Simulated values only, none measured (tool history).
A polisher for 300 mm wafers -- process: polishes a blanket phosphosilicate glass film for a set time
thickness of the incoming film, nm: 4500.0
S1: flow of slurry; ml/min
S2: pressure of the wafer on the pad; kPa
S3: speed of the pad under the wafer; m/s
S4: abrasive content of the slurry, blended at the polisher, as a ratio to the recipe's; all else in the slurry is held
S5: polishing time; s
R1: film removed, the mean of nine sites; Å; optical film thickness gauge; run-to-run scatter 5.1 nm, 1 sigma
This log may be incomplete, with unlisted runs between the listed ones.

run  hour   S1    S2    S3    S4  S5       R1
  1   0.0  305  20.0  1.18  1.00  96  10149.0
  2   2.5  305  17.9  1.18  1.00  96   9127.8
  3   6.7  305  16.5  1.18  1.00  96   8465.2
  4  15.5  305  16.5  1.18  1.15  96   9091.0
  5  18.8  305  15.2  1.18  1.15  96   8353.8
  6  25.5  305  15.2  1.40  1.15  96   9563.7
  7  33.9  305  13.1  1.40  1.15  96   8280.5

Estimate the outcome of run 8 from the log above:
  8  34.9  305  12.4  1.40  1.15  96   ?

R1: 7901.3 Å
